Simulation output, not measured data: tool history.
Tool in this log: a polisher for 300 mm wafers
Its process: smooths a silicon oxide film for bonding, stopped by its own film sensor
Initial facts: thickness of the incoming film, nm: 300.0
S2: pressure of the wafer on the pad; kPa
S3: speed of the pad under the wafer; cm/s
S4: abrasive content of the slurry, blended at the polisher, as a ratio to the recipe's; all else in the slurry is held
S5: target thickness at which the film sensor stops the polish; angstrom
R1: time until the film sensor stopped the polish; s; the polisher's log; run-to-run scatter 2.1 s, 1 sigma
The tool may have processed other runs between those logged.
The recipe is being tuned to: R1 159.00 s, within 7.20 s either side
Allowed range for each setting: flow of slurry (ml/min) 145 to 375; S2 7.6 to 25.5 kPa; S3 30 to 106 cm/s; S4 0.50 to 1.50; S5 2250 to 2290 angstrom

Run 1, hour 0.0: flow of slurry (ml/min) 240, S2 16.5 kPa, S3 68 cm/s, S4 1.00, S5 2290 angstrom. Result: R1 113.55 s.
Run 2, hour 3.3: flow of slurry (ml/min) 240, S2 16.5 kPa, S3 68 cm/s, S4 1.00, S5 2290 angstrom. Result: R1 112.01 s.
Run 3, hour 9.5: flow of slurry (ml/min) 240, S2 15.2 kPa, S3 68 cm/s, S4 1.00, S5 2290 angstrom. Result: R1 119.25 s.
Run 4, hour 10.1: flow of slurry (ml/min) 240, S2 13.8 kPa, S3 68 cm/s, S4 1.00, S5 2290 angstrom. Result: R1 131.77 s.
Run 5, hour 16.0: flow of slurry (ml/min) 240, S2 13.8 kPa, S3 84 cm/s, S4 1.00, S5 2290 angstrom. Result: R1 110.58 s.
At hour 21.3: slurry blender recalibrated.
Run 6, hour 21.3: flow of slurry (ml/min) 240, S2 13.8 kPa, S3 68 cm/s, S4 1.00, S5 2290 angstrom. Result: R1 114.65 s.
Run 7, hour 25.7: flow of slurry (ml/min) 240, S2 13.8 kPa, S3 62 cm/s, S4 0.90, S5 2280 angstrom. Result: R1 137.33 s.
Run 8, hour 31.3: flow of slurry (ml/min) 240, S2 11.0 kPa, S3 62 cm/s, S4 0.90, S5 2280 angstrom. Result: R1 169.98 s.

Which single option among these 5 for the next run brings every result within its allowed miss of target? Just one does.
Run A, hour 36.9: flow of slurry (ml/min) 215, S2 13.1 kPa, S3 46 cm/s, S4 0.90, S5 2290 angstrom. Result: R1 ?.
Run B, hour 36.9: flow of slurry (ml/min) 220, S2 11.7 kPa, S3 64 cm/s, S4 0.75, S5 2270 angstrom. Result: R1 ?.
Run C, hour 36.9: flow of slurry (ml/min) 190, S2 9.7 kPa, S3 90 cm/s, S4 0.65, S5 2250 angstrom. Result: R1 ?.
Run D, hour 36.9: flow of slurry (ml/min) 275, S2 13.1 kPa, S3 66 cm/s, S4 0.70, S5 2270 angstrom. Result: R1 ?.
Run E, hour 36.9: flow of slurry (ml/min) 145, S2 11.0 kPa, S3 60 cm/s, S4 1.00, S5 2250 angstrom. Result: R1 ?.

move      R1
   A  180.90
   B  179.19
   C  192.89
   D  161.28
   E  183.32
A: further off than the last run
B: further off than the last run
C: further off than the last run
D: hits every target within its allowed miss
E: further off than the last run
The right move is D.

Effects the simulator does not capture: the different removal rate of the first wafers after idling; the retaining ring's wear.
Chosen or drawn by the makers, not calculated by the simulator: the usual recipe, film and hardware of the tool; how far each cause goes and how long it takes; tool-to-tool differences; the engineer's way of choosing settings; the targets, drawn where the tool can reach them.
